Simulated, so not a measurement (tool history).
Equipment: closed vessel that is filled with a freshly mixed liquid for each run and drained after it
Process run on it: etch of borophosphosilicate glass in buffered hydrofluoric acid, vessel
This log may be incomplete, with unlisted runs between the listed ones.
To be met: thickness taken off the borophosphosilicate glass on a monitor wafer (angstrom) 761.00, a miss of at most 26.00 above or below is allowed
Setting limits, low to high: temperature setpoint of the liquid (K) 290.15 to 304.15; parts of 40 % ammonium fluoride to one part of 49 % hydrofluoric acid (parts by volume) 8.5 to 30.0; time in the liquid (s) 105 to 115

run	hour	temperature setpoint of the liquid (K)	parts of 40 % ammonium fluoride to one part of 49 % hydrofluoric acid (parts by volume)	time in the liquid (s)	thickness taken off the borophosphosilicate glass on a monitor wafer (angstrom)
1	0.0	296.15	23.0	105	1044.10
2	6.5	294.65	23.0	105	968.78
3	14.2	297.65	23.0	105	1163.60
4	16.2	297.65	28.5	105	977.35
5	23.0	295.65	28.5	105	878.18
6	29.7	295.15	28.5	105	845.25
7	30.3	294.65	28.5	105	828.29
8	34.8	294.15	28.5	105	818.16

Exercise: of the 5 proposed moves below, exactly one satisfies all targets within the stated allowed misses. Which move is it?
A	39.3	291.15	29.5	110	?
B	39.3	294.15	27.0	110	?
C	39.3	295.65	30.0	105	?
D	39.3	294.65	29.0	115	?
E	39.3	293.15	29.0	105	?

move	thickness taken off the borophosphosilicate glass on a monitor wafer (angstrom)
A	700.93
B	881.51
C	849.77
D	901.67
E	757.47
A: the result that was furthest off in the last run now lies on the other side of its target
B: further off than the last run
C: further off than the last run
D: further off than the last run
E: meets every target
So the answer is move E, the one that meets all the targets.

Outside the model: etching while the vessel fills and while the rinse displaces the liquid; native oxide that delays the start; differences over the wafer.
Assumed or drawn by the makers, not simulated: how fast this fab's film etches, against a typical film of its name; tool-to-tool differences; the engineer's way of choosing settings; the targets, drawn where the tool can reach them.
